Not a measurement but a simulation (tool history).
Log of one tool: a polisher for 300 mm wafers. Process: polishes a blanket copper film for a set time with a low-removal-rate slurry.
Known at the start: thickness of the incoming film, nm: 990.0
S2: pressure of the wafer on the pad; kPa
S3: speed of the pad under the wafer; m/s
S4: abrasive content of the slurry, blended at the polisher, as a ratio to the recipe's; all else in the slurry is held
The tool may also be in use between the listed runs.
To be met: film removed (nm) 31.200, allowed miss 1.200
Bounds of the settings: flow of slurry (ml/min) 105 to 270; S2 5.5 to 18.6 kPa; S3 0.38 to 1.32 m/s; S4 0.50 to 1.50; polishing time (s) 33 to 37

Run 1, hour 0.0: flow of slurry (ml/min) 175, S2 11.7 kPa, S3 0.84 m/s, S4 1.00, polishing time (s) 37. Result: film removed (nm) 49.347.
Run 2, hour 3.6: flow of slurry (ml/min) 195, S2 11.7 kPa, S3 0.84 m/s, S4 1.00, polishing time (s) 37. Result: film removed (nm) 49.171.
Run 3, hour 7.4: flow of slurry (ml/min) 195, S2 10.3 kPa, S3 0.84 m/s, S4 1.00, polishing time (s) 37. Result: film removed (nm) 44.040.
Run 4, hour 11.7: flow of slurry (ml/min) 195, S2 10.3 kPa, S3 0.84 m/s, S4 1.00, polishing time (s) 37. Result: film removed (nm) 43.710.
Run 5, hour 14.2: flow of slurry (ml/min) 195, S2 9.7 kPa, S3 0.84 m/s, S4 1.00, polishing time (s) 37. Result: film removed (nm) 41.208.
Run 6, hour 16.0: flow of slurry (ml/min) 195, S2 9.7 kPa, S3 1.06 m/s, S4 1.00, polishing time (s) 37. Result: film removed (nm) 50.989.
At hour 19.0: slurry nozzle cleaned.
Run 7, hour 19.0: flow of slurry (ml/min) 195, S2 9.0 kPa, S3 1.02 m/s, S4 1.00, polishing time (s) 37. Result: film removed (nm) 47.261.
Run 8, hour 24.7: flow of slurry (ml/min) 195, S2 8.3 kPa, S3 0.98 m/s, S4 1.00, polishing time (s) 37. Result: film removed (nm) 42.282.

Which of these 4 next moves meets every target?
Run A, hour 30.4: flow of slurry (ml/min) 260, S2 10.3 kPa, S3 0.68 m/s, S4 1.05, polishing time (s) 34. Result: film removed (nm) ?.
Run B, hour 30.4: flow of slurry (ml/min) 210, S2 6.9 kPa, S3 0.90 m/s, S4 1.00, polishing time (s) 35. Result: film removed (nm) ?.
Run C, hour 30.4: flow of slurry (ml/min) 185, S2 6.2 kPa, S3 1.06 m/s, S4 0.90, polishing time (s) 37. Result: film removed (nm) ?.
Run D, hour 30.4: flow of slurry (ml/min) 175, S2 9.0 kPa, S3 0.78 m/s, S4 1.05, polishing time (s) 35. Result: film removed (nm) ?.

move  film removed (nm)
   A             35.586
   B             31.546
   C             34.197
   D             34.779
A: nearer than the last run, and not there yet
B: meets every target
C: nearer than the last run, and not there yet
D: nearer than the last run, and not there yet
The right move is B.

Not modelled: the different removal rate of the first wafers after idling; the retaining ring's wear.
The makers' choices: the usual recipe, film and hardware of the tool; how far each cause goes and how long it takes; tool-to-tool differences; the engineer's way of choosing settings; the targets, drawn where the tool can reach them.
